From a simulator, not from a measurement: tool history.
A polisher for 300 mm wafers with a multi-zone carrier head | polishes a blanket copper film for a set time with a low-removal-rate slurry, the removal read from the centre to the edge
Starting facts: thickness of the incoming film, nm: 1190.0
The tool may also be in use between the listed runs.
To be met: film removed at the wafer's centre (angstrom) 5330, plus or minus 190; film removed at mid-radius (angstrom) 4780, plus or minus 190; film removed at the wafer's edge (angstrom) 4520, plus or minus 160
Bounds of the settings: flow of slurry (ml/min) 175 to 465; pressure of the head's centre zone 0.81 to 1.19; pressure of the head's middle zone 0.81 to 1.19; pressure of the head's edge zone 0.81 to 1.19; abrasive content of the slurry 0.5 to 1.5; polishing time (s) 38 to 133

| run | day | flow of slurry (ml/min) | pressure of the head's centre zone | pressure of the head's middle zone | pressure of the head's edge zone | abrasive content of the slurry | polishing time (s) | film removed at the wafer's centre (angstrom) | film removed at mid-radius (angstrom) | film removed at the wafer's edge (angstrom) |
|---|---|---|---|---|---|---|---|---|---|---|
| 1 | 0 | 295 | 1 | 1 | 1 | 1 | 85 | 3516.5 | 3460.1 | 3546 |
| 2 | 0.308 | 300 | 1.03 | 1.02 | 1.01 | 1.1 | 86 | 3696.3 | 3640 | 3704.4 |
| 3 | 0.662 | 310 | 1.06 | 1.03 | 1 | 1.15 | 88 | 3980.7 | 3813.1 | 3757 |
| 4 | 0.717 | 310 | 1.06 | 0.96 | 1 | 1.15 | 88 | 3968.7 | 3573.8 | 3750.9 |
| 5 | 0.954 | 315 | 1.08 | 0.98 | 1.01 | 1.2 | 90 | 4226.6 | 3851.6 | 3916.8 |
| 6 | 1.292 | 260 | 1.08 | 0.98 | 1.01 | 1.2 | 90 | 4086.2 | 3730.5 | 3857 |
| 7 | 1.417 | 260 | 1.08 | 0.98 | 1.01 | 1.2 | 90 | 4128.8 | 3722.9 | 3882.9 |
| 8 | 1.608 | 270 | 1.1 | 1 | 1.02 | 1.25 | 91 | 4305 | 3857 | 3947.4 |
| 9 | 1.812 | 270 | 1.1 | 1 | 1.02 | 1.25 | 91 | 4283.6 | 3884 | 3979.3 |
| 10 | 1.975 | 280 | 1.12 | 1.01 | 1.02 | 1.3 | 92 | 4525.2 | 4057.7 | 4052.3 |
| 11 | 2.204 | 280 | 1.12 | 1.01 | 1.02 | 1.3 | 92 | 4495.3 | 4014.5 | 4124.1 |
| 12 | 2.233 | 295 | 1.13 | 1.03 | 1.01 | 1.35 | 92 | 4593.1 | 4051.2 | 4052.8 |
| 13 | 2.512 | 300 | 1.14 | 1.05 | 1.02 | 1.4 | 93 | 4746.9 | 4296 | 4244.9 |
| 14 | 2.721 | 310 | 1.15 | 1.06 | 1.02 | 1.4 | 93 | 4800.4 | 4341.8 | 4146.1 |
| 15 | 2.858 | 310 | 1.15 | 1.06 | 1.02 | 1.4 | 93 | 4880.9 | 4338 | 4122.3 |
| 16 | 3.138 | 315 | 1.15 | 1.07 | 1.04 | 1.4 | 93 | 4784.8 | 4363.4 | 4280.6 |
| 17 | 3.179 | 320 | 1.16 | 1.08 | 1.04 | 1.4 | 94 | 4909.1 | 4529.9 | 4242 |

5 next moves are on the table. One of them brings every result within its allowed miss. Which?
| A | 3.221 | 380 | 1.17 | 1.07 | 1.01 | 1.45 | 99 | ? | ? | ? |
| B | 3.221 | 325 | 1.08 | 1.12 | 1.07 | 1.35 | 100 | ? | ? | ? |
| C | 3.221 | 310 | 1.19 | 1.16 | 1.04 | 1.35 | 107 | ? | ? | ? |
| D | 3.221 | 310 | 1.12 | 0.96 | 1.08 | 1.5 | 100 | ? | ? | ? |
| E | 3.221 | 320 | 1.19 | 1.12 | 1.04 | 1.45 | 105 | ? | ? | ? |

| move | film removed at the wafer's centre (angstrom) | film removed at mid-radius (angstrom) | film removed at the wafer's edge (angstrom) |
|---|---|---|---|
| A | 5315.9 | 4847.7 | 4531.6 |
| B | 4805.4 | 4945.4 | 4582 |
| C | 5645.6 | 5429 | 4816.6 |
| D | 5084.8 | 4431.8 | 4717.6 |
| E | 5651.9 | 5273.3 | 4821.5 |
A: each result inside its tolerance
B: moves away from the targets compared with the last run
C: takes the result that was furthest off past its target
D: closer than the last run, but not yet in spec
E: takes the result that was furthest off past its target
A meets every target.

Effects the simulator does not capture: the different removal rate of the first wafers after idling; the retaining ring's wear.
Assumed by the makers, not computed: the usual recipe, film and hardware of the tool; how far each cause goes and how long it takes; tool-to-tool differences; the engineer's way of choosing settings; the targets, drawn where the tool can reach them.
